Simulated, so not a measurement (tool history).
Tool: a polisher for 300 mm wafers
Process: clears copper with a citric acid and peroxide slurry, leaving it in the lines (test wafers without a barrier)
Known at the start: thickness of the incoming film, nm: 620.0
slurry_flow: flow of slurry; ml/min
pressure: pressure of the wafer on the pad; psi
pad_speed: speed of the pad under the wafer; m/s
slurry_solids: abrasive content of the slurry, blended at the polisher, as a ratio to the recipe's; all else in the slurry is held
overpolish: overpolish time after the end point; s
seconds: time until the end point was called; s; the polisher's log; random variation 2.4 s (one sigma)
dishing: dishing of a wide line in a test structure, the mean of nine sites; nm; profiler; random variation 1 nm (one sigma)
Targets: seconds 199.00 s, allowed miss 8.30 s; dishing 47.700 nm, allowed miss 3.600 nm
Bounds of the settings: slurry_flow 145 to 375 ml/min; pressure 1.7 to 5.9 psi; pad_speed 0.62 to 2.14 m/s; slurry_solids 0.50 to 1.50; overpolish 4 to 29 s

| run | hour | slurry_flow | pressure | pad_speed | slurry_solids | overpolish | seconds | dishing |
|---|---|---|---|---|---|---|---|---|
| 1 | 0.0 | 240 | 3.8 | 1.38 | 1.00 | 15 | 132.63 | 45.028 |
| 2 | 6.2 | 240 | 3.6 | 1.38 | 1.00 | 16 | 141.43 | 44.936 |
| 3 | 8.3 | 190 | 3.6 | 1.38 | 1.00 | 16 | 146.40 | 44.474 |
| 4 | 11.7 | 190 | 3.4 | 1.38 | 1.00 | 17 | 151.92 | 43.281 |
| 5 | 18.8 | 190 | 2.8 | 1.38 | 1.00 | 17 | 183.59 | 36.671 |
| 6 | 23.7 | 190 | 2.8 | 1.38 | 1.00 | 18 | 184.21 | 39.814 |
| 7 | 31.0 | 190 | 2.8 | 1.38 | 1.00 | 19 | 179.72 | 41.628 |
| 8 | 39.7 | 190 | 2.3 | 1.36 | 1.00 | 24 | 222.14 | 43.087 |
| 9 | 48.3 | 190 | 2.4 | 1.36 | 1.00 | 24 | 213.31 | 41.962 |

5 next moves are on the table. One of them brings every result within its allowed miss. Which?
| A | 56.9 | 155 | 2.6 | 1.48 | 0.85 | 25 | ? | ? |
| B | 56.9 | 255 | 2.6 | 1.36 | 0.75 | 20 | ? | ? |
| C | 56.9 | 215 | 2.4 | 1.52 | 0.95 | 20 | ? | ? |
| D | 56.9 | 180 | 2.5 | 1.36 | 0.80 | 20 | ? | ? |
| E | 56.9 | 190 | 3.2 | 1.04 | 1.15 | 18 | ? | ? |

| move | seconds | dishing |
|---|---|---|
| A | 196.09 | 46.709 |
| B | 198.80 | 38.845 |
| C | 190.97 | 39.887 |
| D | 213.88 | 36.528 |
| E | 196.14 | 36.479 |
A: meets every target
B: brings the result that was furthest off to its target, and leaves another outside
C: brings the result that was furthest off to its target, and leaves another outside
D: further off than the last run
E: brings the result that was furthest off to its target, and leaves another outside
Answer: A
